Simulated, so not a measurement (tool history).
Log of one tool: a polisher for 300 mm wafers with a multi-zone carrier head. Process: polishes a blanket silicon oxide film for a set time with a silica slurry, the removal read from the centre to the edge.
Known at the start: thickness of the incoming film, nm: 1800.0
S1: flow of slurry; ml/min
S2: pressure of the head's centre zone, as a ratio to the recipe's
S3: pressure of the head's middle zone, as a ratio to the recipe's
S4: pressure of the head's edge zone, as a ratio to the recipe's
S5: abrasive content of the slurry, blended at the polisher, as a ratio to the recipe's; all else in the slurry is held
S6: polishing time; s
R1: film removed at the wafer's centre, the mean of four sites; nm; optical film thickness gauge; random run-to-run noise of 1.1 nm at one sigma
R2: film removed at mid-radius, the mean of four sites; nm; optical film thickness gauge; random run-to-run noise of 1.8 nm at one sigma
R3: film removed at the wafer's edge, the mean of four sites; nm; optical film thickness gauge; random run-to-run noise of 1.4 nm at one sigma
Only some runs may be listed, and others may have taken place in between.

run    day   S1    S2    S3    S4    S5  S6      R1      R2      R3
  1  0.000  175  1.00  1.00  1.00  1.00  61  233.79  240.37  234.25
  2  0.162  175  1.00  1.00  0.93  1.00  61  230.39  231.34  224.43
  3  0.329  170  0.97  0.96  0.91  0.90  59  209.02  214.58  201.27
  4  0.558  170  0.97  0.96  0.94  0.90  59  212.14  213.86  203.07
  5  0.896  170  0.97  0.96  1.00  0.90  59  209.77  204.27  213.86
  6  1.233  170  0.97  0.96  1.00  0.80  59  195.93  201.05  200.87
  7  1.367  160  0.95  0.93  1.01  0.75  57  181.88  178.20  185.02
  8  1.733  120  0.85  0.85  1.04  0.50  51  110.77  115.45  128.59
  9  1.846  135  0.86  0.85  1.04  0.50  51  116.51  117.64  133.01
 10  1.938  145  0.86  0.85  1.04  0.50  51  118.89  119.23  134.16
 11  2.192  150  0.86  0.85  1.04  0.50  51  119.70  117.08  133.57
 12  2.562  155  0.86  0.86  1.04  0.50  51  122.61  125.18  135.72
 13  2.704  160  0.86  0.85  1.05  0.50  51  120.77  123.86  137.68

Run 14 is up next; what results do you expect?
 14  3.067  165  0.87  0.84  1.05  0.50  51   ?   ?   ?

{"run 14": {"R1": 124.45, "R2": 124.76, "R3": 138.88}}

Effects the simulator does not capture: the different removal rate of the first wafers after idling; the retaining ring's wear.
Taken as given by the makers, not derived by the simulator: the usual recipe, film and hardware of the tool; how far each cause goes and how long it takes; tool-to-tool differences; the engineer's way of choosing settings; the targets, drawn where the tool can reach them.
